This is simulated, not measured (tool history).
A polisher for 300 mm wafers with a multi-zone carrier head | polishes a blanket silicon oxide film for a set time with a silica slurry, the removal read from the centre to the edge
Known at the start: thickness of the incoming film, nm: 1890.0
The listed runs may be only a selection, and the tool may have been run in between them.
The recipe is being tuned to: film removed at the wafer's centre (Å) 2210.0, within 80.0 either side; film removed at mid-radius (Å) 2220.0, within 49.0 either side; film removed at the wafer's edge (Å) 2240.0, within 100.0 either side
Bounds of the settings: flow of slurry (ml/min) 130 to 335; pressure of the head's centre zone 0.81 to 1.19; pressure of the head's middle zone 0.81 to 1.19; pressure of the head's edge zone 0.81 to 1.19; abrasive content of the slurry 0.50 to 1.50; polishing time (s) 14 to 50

| run | day | flow of slurry (ml/min) | pressure of the head's centre zone | pressure of the head's middle zone | pressure of the head's edge zone | abrasive content of the slurry | polishing time (s) | film removed at the wafer's centre (Å) | film removed at mid-radius (Å) | film removed at the wafer's edge (Å) |
|---|---|---|---|---|---|---|---|---|---|---|
| 1 | 0.000 | 215 | 1.00 | 1.00 | 1.00 | 1.00 | 32 | 1563.3 | 1598.0 | 1681.7 |
| 2 | 0.242 | 225 | 1.02 | 1.02 | 1.03 | 1.05 | 32 | 1610.6 | 1704.2 | 1745.2 |
| 3 | 0.512 | 225 | 1.02 | 1.02 | 1.03 | 1.20 | 32 | 1796.9 | 1826.7 | 1857.3 |
| 4 | 0.850 | 230 | 1.03 | 1.03 | 1.06 | 1.25 | 32 | 1779.5 | 1863.4 | 1936.4 |
| 5 | 0.888 | 235 | 1.05 | 1.04 | 1.07 | 1.30 | 32 | 1868.2 | 1947.6 | 2007.8 |
| 6 | 1.217 | 245 | 1.07 | 1.05 | 1.08 | 1.30 | 32 | 1924.7 | 1976.7 | 2031.4 |
| 7 | 1.492 | 255 | 1.09 | 1.06 | 1.09 | 1.30 | 32 | 1957.3 | 1981.5 | 2020.9 |
|  | 1.867 | edge zone pressure recalibrated |
| 8 | 1.867 | 260 | 1.10 | 1.07 | 1.10 | 1.35 | 32 | 1977.8 | 2043.2 | 1953.8 |
| 9 | 1.904 | 255 | 1.10 | 1.07 | 1.11 | 1.40 | 32 | 2000.4 | 2096.6 | 1972.7 |
| 10 | 2.025 | 265 | 1.10 | 1.06 | 1.11 | 1.40 | 32 | 2022.4 | 2057.1 | 2042.8 |
| 11 | 2.288 | 270 | 1.10 | 1.06 | 1.12 | 1.40 | 32 | 2028.0 | 2058.6 | 2017.8 |
| 12 | 2.354 | 270 | 1.10 | 1.05 | 1.12 | 1.40 | 32 | 2048.9 | 2042.9 | 2004.8 |
| 13 | 2.467 | 260 | 1.10 | 1.05 | 1.12 | 1.40 | 32 | 2019.0 | 2047.2 | 2015.5 |
| 14 | 2.817 | 265 | 1.09 | 1.04 | 1.12 | 1.40 | 32 | 2036.3 | 2033.7 | 1992.5 |
| 15 | 3.167 | 245 | 1.10 | 1.04 | 1.11 | 1.40 | 32 | 2023.0 | 1979.6 | 1961.4 |
| 16 | 3.458 | 255 | 1.09 | 1.03 | 1.11 | 1.40 | 32 | 1999.7 | 1997.2 | 1982.3 |

Of the 4 settings listed for the next run, only one would bring every result within its allowed miss of target. Which one?
| A | 3.750 | 250 | 1.11 | 0.99 | 1.08 | 1.25 | 39 | ? | ? | ? |
| B | 3.750 | 250 | 1.16 | 1.00 | 1.09 | 1.35 | 37 | ? | ? | ? |
| C | 3.750 | 240 | 1.07 | 1.10 | 1.08 | 1.45 | 32 | ? | ? | ? |
| D | 3.750 | 235 | 1.08 | 1.02 | 1.13 | 1.40 | 36 | ? | ? | ? |

| move | film removed at the wafer's centre (Å) | film removed at mid-radius (Å) | film removed at the wafer's edge (Å) |
|---|---|---|---|
| A | 2307.0 | 2242.4 | 2254.9 |
| B | 2334.8 | 2221.7 | 2225.7 |
| C | 1962.8 | 2137.5 | 1964.7 |
| D | 2181.5 | 2215.8 | 2226.6 |
A: the furthest-off result lands on target, but another misses its tolerance
B: the furthest-off result lands on target, but another misses its tolerance
C: nearer the targets than the last run, but a result is still out of spec
D: all results in spec
D meets every target.
